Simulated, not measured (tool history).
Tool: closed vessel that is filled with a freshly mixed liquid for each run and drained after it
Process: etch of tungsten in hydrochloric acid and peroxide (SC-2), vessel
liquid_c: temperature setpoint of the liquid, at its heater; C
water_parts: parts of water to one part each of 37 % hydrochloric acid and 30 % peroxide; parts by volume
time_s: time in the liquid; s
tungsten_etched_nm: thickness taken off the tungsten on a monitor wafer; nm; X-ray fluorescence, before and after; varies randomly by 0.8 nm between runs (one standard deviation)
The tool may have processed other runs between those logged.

{"run": 1, "hour": 0.0, "liquid_c": 57, "water_parts": 11, "time_s": 115, "tungsten_etched_nm": 33.462}
{"run": 2, "hour": 1.9, "liquid_c": 62, "water_parts": 11, "time_s": 115, "tungsten_etched_nm": 46.188}
{"run": 3, "hour": 8.7, "liquid_c": 65, "water_parts": 11, "time_s": 115, "tungsten_etched_nm": 54.75}
{"run": 4, "hour": 9.8, "liquid_c": 65, "water_parts": 11, "time_s": 115, "tungsten_etched_nm": 54.942}
{"run": 5, "hour": 12.4, "liquid_c": 67.5, "water_parts": 11, "time_s": 115, "tungsten_etched_nm": 65.52}
{"run": 6, "hour": 19.4, "liquid_c": 68.5, "water_parts": 11, "time_s": 115, "tungsten_etched_nm": 68.665}

What will run 7 give?
{"hour": 25.7, "done": "chemicals flow meter replaced"}
{"run": 7, "hour": 25.7, "liquid_c": 69.5, "water_parts": 11, "time_s": 115, "tungsten_etched_nm": "?"}

Run 7 measured tungsten_etched_nm 67.72 nm.
